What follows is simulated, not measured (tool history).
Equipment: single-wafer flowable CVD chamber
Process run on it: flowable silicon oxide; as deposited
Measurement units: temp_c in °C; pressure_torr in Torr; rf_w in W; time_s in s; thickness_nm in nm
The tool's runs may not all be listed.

Run 1, day 0: temp_c 105 °C, pressure_torr 0.787 Torr, rf_w 1545 W, time_s 425 s. Result: thickness_nm 193.69 nm.
Run 2, day 0.254: temp_c 105 °C, pressure_torr 0.787 Torr, rf_w 1350 W, time_s 425 s. Result: thickness_nm 183.95 nm.
Run 3, day 0.4: temp_c 113 °C, pressure_torr 0.769 Torr, rf_w 1345 W, time_s 425 s. Result: thickness_nm 142.37 nm.
Run 4, day 0.767: temp_c 118 °C, pressure_torr 0.737 Torr, rf_w 1340 W, time_s 425 s. Result: thickness_nm 119.71 nm.
Run 5, day 0.95: temp_c 118 °C, pressure_torr 0.737 Torr, rf_w 1130 W, time_s 425 s. Result: thickness_nm 110.32 nm.
Run 6, day 1.171: temp_c 122 °C, pressure_torr 0.725 Torr, rf_w 1130 W, time_s 425 s. Result: thickness_nm 97.654 nm.

For run 7, what comes out?
Run 7, day 1.433: temp_c 124 °C, pressure_torr 0.715 Torr, rf_w 1130 W, time_s 425 s. Result: thickness_nm ?.

thickness_nm: 91.802 nm

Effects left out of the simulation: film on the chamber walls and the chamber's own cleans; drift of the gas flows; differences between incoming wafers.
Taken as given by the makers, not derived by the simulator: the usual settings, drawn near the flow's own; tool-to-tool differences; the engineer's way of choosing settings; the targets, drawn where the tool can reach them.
